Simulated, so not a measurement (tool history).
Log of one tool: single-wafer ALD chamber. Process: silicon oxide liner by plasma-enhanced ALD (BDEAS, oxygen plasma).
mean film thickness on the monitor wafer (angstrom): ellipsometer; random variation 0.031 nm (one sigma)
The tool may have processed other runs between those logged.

run  hour  heater temperature setpoint (deg C)  number of ALD cycles (cycles)  mean film thickness on the monitor wafer (angstrom)
  1     0                                  315                             80                                               74.044
  2   6.6                                  315                             75                                               69.494
  3  13.3                                  313                             80                                               74.892
  4  15.2                                  302                             80                                               75.127
  5  20.8                                  293                             80                                               77.335
  6  23.6                                  293                             75                                               72.524
  7  31.5                                  292                             80                                               78.101
  8  32.7                                  292                             82                                               80.313

What will run 9 give?
  9  40.2                                  292                             82                                                    ?

{"run 9": {"mean film thickness on the monitor wafer (angstrom)": 79.917}}

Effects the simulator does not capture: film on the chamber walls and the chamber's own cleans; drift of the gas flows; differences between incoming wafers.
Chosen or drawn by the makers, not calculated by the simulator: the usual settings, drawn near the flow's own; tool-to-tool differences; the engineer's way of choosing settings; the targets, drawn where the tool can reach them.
